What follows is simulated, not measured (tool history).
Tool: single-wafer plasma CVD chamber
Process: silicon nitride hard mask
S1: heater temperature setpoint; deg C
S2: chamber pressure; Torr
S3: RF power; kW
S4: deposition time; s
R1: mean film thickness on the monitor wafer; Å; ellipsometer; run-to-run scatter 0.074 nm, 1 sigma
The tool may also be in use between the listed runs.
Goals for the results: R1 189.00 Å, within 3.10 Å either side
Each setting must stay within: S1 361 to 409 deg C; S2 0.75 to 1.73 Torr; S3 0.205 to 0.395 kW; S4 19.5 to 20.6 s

run	hour	S1	S2	S3	S4	R1
1	0.0	385	1.24	0.300	20.6	224.59
2	3.6	385	1.11	0.300	20.6	213.55
3	6.2	385	1.11	0.260	20.6	198.83
4	13.1	385	0.89	0.260	20.6	172.87
5	17.9	385	0.91	0.260	20.6	175.37
6	24.0	385	0.93	0.260	20.6	178.52
7	29.0	385	0.95	0.260	20.6	180.00
8	30.8	385	0.96	0.260	20.6	182.08
9	34.3	385	1.10	0.265	20.6	200.27
10	39.1	385	1.09	0.265	20.6	197.19
11	46.7	385	0.94	0.260	20.6	181.17
12	53.4	385	0.95	0.260	20.6	180.64
13	58.5	385	0.96	0.260	20.6	182.89
14	67.3	385	0.96	0.260	20.6	183.41
15	74.6	385	1.08	0.265	20.6	198.77
16	79.4	385	1.07	0.265	20.6	196.48
17	87.9	385	1.06	0.265	20.6	196.13

Exactly one of the 5 candidate moves below puts every result within its allowed miss. Which one?
A	96.4	388	1.10	0.270	20.1	?
B	96.4	409	1.12	0.235	20.6	?
C	96.4	390	0.96	0.305	20.6	?
D	96.4	384	1.08	0.280	20.6	?
E	96.4	372	0.94	0.310	20.6	?

move	R1
A	196.45
B	188.07
C	197.08
D	203.29
E	197.38
A: about as far from the targets as the last run
B: meets every target
C: misses by more than the last run did
D: misses by more than the last run did
E: misses by more than the last run did
Move B is the one to make.

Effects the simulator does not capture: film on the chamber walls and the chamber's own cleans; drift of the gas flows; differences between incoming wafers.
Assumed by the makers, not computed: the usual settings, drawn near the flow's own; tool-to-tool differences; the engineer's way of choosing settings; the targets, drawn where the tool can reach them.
